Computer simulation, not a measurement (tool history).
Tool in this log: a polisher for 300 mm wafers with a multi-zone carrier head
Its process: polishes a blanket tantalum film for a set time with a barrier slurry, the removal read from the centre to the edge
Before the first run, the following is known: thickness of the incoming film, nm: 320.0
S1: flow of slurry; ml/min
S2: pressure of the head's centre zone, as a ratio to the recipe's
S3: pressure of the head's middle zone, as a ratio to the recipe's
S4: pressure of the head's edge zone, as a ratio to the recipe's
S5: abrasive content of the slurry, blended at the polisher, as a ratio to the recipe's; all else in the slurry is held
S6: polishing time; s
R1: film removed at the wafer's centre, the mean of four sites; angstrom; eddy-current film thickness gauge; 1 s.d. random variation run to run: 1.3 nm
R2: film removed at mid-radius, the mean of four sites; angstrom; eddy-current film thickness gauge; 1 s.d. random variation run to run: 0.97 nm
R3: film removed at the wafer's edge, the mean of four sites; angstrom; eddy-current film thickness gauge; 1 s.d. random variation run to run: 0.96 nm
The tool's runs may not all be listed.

{"run": 1, "hour": 0.0, "S1": 155, "S2": 1.0, "S3": 1.0, "S4": 1.0, "S5": 1.0, "S6": 69, "R1": 943.22, "R2": 904.4, "R3": 917.68}
{"run": 2, "hour": 7.2, "S1": 155, "S2": 1.0, "S3": 1.0, "S4": 1.0, "S5": 1.0, "S6": 81, "R1": 1110.1, "R2": 1068.0, "R3": 1069.7}
{"run": 3, "hour": 15.2, "S1": 155, "S2": 1.01, "S3": 1.0, "S4": 1.0, "S5": 1.0, "S6": 81, "R1": 1098.6, "R2": 1056.5, "R3": 1067.1}
{"run": 4, "hour": 16.7, "S1": 160, "S2": 1.02, "S3": 1.0, "S4": 1.0, "S5": 1.0, "S6": 81, "R1": 1109.6, "R2": 1059.8, "R3": 1073.3}
{"run": 5, "hour": 19.5, "S1": 160, "S2": 1.03, "S3": 1.0, "S4": 1.0, "S5": 1.0, "S6": 81, "R1": 1141.8, "R2": 1067.1, "R3": 1052.1}
{"run": 6, "hour": 26.3, "S1": 160, "S2": 1.03, "S3": 1.0, "S4": 1.0, "S5": 1.0, "S6": 91, "R1": 1292.5, "R2": 1218.1, "R3": 1218.8}
{"run": 7, "hour": 28.9, "S1": 155, "S2": 1.03, "S3": 0.99, "S4": 0.99, "S5": 1.0, "S6": 91, "R1": 1233.9, "R2": 1169.7, "R3": 1198.1}
{"run": 8, "hour": 33.6, "S1": 155, "S2": 1.04, "S3": 0.99, "S4": 0.98, "S5": 1.0, "S6": 91, "R1": 1265.2, "R2": 1190.1, "R3": 1174.4}

Forecast run 9:
{"run": 9, "hour": 37.8, "S1": 110, "S2": 1.08, "S3": 0.91, "S4": 0.94, "S5": 0.95, "S6": 91, "R1": "?", "R2": "?", "R3": "?"}

For run 9 the tool returned R1 1169.70 angstrom, R2 1024.9 angstrom, R3 1094.10 angstrom.
